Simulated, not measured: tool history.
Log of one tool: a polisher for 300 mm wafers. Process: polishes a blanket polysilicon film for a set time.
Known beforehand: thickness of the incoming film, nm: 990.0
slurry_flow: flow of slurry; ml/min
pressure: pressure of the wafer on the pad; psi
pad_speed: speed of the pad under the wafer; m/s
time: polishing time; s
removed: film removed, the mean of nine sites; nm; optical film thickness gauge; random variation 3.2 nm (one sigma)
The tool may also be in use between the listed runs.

run,day,slurry_flow,pressure,pad_speed,time,removed
1,0,175,3,1.28,39,470.36
2,0.054,170,2.9,1.28,39,453.6
3,0.4,170,2.9,1.04,39,373.87
4,0.712,180,3,1.04,39,386.49
5,1.008,180,3.1,1.04,39,402.94
6,1.279,185,3.1,1.04,39,406.13
7,1.467,190,3.1,1.04,39,404.94

Estimate the outcome of run 8 from the log above:
8,1.529,190,3.1,1.04,39,?

{"run 8": {"removed": 404.68}}
